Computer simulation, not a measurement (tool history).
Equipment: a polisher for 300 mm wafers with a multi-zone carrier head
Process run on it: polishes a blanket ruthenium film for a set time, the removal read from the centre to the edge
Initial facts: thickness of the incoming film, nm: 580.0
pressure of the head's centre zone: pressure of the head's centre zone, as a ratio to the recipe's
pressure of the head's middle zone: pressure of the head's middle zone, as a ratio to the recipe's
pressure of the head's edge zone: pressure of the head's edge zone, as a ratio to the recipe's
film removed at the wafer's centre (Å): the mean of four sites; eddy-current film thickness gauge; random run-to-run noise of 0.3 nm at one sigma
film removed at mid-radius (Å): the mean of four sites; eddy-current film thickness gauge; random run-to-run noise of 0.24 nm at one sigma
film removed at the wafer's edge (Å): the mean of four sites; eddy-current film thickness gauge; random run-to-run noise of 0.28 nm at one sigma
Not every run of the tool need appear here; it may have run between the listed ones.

| run | hour | flow of slurry (ml/min) | pressure of the head's centre zone | pressure of the head's middle zone | pressure of the head's edge zone | polishing time (s) | film removed at the wafer's centre (Å) | film removed at mid-radius (Å) | film removed at the wafer's edge (Å) |
|---|---|---|---|---|---|---|---|---|---|
| 1 | 0 | 205 | 1 | 1 | 1 | 37 | 255.23 | 256.92 | 263.87 |
| 2 | 1.2 | 205 | 1 | 1.08 | 1 | 37 | 255.07 | 270.8 | 259 |
| 3 | 8.2 | 220 | 1.02 | 1.07 | 1.05 | 38 | 274.45 | 279.66 | 277.94 |
| 4 | 17 | 235 | 1.03 | 1.06 | 1.08 | 38 | 280.16 | 273.49 | 287.82 |
| 5 | 18 | 235 | 1.03 | 1.1 | 1.08 | 38 | 282.94 | 288.81 | 285.3 |
| 6 | 25.8 | 235 | 1.03 | 1.14 | 1.08 | 38 | 273.6 | 299.41 | 288 |
| 7 | 27.2 | 245 | 1.04 | 1.13 | 1.1 | 38 | 280.25 | 295.38 | 289.58 |
| 8 | 34.3 | 245 | 1.04 | 1.13 | 1.1 | 38 | 280.33 | 296.3 | 291.81 |
| 9 | 42.8 | 255 | 1.05 | 1.12 | 1.12 | 38 | 282.62 | 293.14 | 292.94 |

What does the tool deliver on the next run?
| 10 | 46.7 | 255 | 1.06 | 1.11 | 1.14 | 38 | ? | ? | ? |

{"run 10": {"film removed at the wafer's centre (Å)": 292.86, "film removed at mid-radius (Å)": 289.64, "film removed at the wafer's edge (Å)": 291.4}}

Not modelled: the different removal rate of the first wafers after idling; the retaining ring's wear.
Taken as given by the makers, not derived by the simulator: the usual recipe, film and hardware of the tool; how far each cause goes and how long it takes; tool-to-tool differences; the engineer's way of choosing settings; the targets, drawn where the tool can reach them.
